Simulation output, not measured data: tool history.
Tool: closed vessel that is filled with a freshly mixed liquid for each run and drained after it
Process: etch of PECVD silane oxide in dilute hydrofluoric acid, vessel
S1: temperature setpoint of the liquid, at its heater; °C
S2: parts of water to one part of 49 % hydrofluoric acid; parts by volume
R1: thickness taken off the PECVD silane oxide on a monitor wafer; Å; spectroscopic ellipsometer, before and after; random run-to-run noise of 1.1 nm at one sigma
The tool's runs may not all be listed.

run 1 hour=0.0 | S1=24.0 S2=220 time_in_the_liquid_(s)=400 | R1=791.95
run 2 hour=6.3 | S1=26.5 S2=220 time_in_the_liquid_(s)=400 | R1=868.54
run 3 hour=7.5 | S1=26.5 S2=270 time_in_the_liquid_(s)=400 | R1=674.66
run 4 hour=16.0 | S1=26.5 S2=235 time_in_the_liquid_(s)=400 | R1=795.30
run 5 hour=17.2 | S1=26.5 S2=265 time_in_the_liquid_(s)=400 | R1=670.85
run 6 hour=18.6 | S1=28.0 S2=245 time_in_the_liquid_(s)=400 | R1=779.27
run 7 hour=21.1 | S1=32.0 S2=170 time_in_the_liquid_(s)=400 | R1=1422.30
run 8 hour=23.6 | S1=31.0 S2=170 time_in_the_liquid_(s)=400 | R1=1372.00
run 9 hour=31.3 | S1=30.0 S2=170 time_in_the_liquid_(s)=400 | R1=1332.80
run 10 hour=35.9 | S1=29.5 S2=170 time_in_the_liquid_(s)=400 | R1=1303.50
run 11 hour=38.6 | S1=29.0 S2=170 time_in_the_liquid_(s)=400 | R1=1310.00
run 12 hour=42.3 | S1=28.5 S2=170 time_in_the_liquid_(s)=400 | R1=1256.90
-- hour=50.8 hydrofluoric acid flow meter replaced
run 13 hour=50.8 | S1=28.0 S2=170 time_in_the_liquid_(s)=400 | R1=1405.70
run 14 hour=53.7 | S1=28.0 S2=175 time_in_the_liquid_(s)=400 | R1=1341.60
run 15 hour=55.1 | S1=28.0 S2=180 time_in_the_liquid_(s)=400 | R1=1262.00

Predict the results of run 16:
run 16 hour=61.8 | S1=27.5 S2=180 time_in_the_liquid_(s)=400 | R1=?

R1: 1265.70 Å
